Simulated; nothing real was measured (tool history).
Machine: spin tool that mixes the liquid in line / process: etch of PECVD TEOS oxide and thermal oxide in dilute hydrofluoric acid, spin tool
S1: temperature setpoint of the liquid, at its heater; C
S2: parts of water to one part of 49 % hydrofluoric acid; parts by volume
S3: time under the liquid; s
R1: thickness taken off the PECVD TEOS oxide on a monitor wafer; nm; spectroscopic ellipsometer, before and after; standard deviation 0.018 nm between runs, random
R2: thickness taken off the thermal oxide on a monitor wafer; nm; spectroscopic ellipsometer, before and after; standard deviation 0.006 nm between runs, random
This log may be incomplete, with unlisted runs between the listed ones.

run 1 hour=0.0 | S1=20.0 S2=270 S3=180 | R1=7.8352 R2=2.16170
run 2 hour=4.4 | S1=19.5 S2=315 S3=170 | R1=6.0598 R2=1.65060
run 3 hour=6.5 | S1=19.5 S2=315 S3=225 | R1=8.1472 R2=2.15880
run 4 hour=12.8 | S1=19.0 S2=350 S3=200 | R1=6.0289 R2=1.65710
run 5 hour=20.3 | S1=18.5 S2=375 S3=180 | R1=4.9651 R2=1.32430
run 6 hour=27.9 | S1=20.5 S2=375 S3=180 | R1=5.2884 R2=1.45700
run 7 hour=34.0 | S1=18.0 S2=485 S3=90 | R1=1.7413 R2=0.46921

Forecast run 8:
run 8 hour=37.4 | S1=18.5 S2=485 S3=90 | R1=? R2=?

{"run 8": {"R1": 1.7376, "R2": 0.47698}}
